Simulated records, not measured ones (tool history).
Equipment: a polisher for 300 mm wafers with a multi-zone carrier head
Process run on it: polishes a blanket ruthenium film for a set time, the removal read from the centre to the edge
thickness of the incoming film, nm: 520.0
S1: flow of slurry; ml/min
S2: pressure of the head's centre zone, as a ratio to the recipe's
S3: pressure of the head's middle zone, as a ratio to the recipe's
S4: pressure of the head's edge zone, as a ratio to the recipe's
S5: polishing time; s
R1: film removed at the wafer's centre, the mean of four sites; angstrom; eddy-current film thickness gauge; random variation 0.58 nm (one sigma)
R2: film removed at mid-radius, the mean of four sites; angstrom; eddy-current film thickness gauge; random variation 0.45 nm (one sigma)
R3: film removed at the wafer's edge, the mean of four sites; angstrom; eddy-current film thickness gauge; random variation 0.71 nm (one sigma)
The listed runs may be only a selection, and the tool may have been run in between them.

run,hour,S1,S2,S3,S4,S5,R1,R2,R3
1,0,310,1,1,1,83,809.28,821.33,837.72
2,0.6,310,1,1,1,69,669.67,678.26,699.02
3,6.6,310,0.95,1,1,69,641.93,676.24,695.58
4,13.4,320,0.97,1.01,0.98,69,668.68,682.65,677.6
5,17.2,320,0.97,1.01,0.98,61,577.4,602.08,609.17
6,18.2,325,1,1.03,0.98,62,609.46,635.19,616.76
7,20,335,1.03,1.04,0.98,63,640.07,647.57,623.41
8,24.3,340,1.05,1.05,0.99,63,649.26,656.4,625.13
9,32.1,340,1.05,1.05,0.99,63,650.34,652.88,640.72
10,34.9,345,1.07,1.06,0.99,63,661.05,650.03,627.2

What will run 11 give?
11,37.7,345,1.09,1.08,0.99,64,?,?,?

{"run 11": {"R1": 691.46, "R2": 680.4, "R3": 633.97}}
